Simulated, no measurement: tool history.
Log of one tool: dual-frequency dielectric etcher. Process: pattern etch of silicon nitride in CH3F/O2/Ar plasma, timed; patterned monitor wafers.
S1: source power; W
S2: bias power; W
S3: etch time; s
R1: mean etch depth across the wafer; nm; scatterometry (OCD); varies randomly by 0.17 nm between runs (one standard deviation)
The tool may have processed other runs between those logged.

run 1 hour=0.0 | S1=380 S2=81 S3=49.5 | R1=34.907
run 2 hour=0.8 | S1=400 S2=82 S3=49.5 | R1=36.149
run 3 hour=2.2 | S1=410 S2=82 S3=49.5 | R1=36.424
run 4 hour=8.6 | S1=410 S2=95 S3=49.5 | R1=37.442
run 5 hour=13.2 | S1=420 S2=95 S3=49.5 | R1=37.867
run 6 hour=17.2 | S1=350 S2=95 S3=49.5 | R1=34.376

Run 7 is up next; what results do you expect?
run 7 hour=22.2 | S1=370 S2=96 S3=49.5 | R1=?

{"run 7": {"R1": 35.666}}

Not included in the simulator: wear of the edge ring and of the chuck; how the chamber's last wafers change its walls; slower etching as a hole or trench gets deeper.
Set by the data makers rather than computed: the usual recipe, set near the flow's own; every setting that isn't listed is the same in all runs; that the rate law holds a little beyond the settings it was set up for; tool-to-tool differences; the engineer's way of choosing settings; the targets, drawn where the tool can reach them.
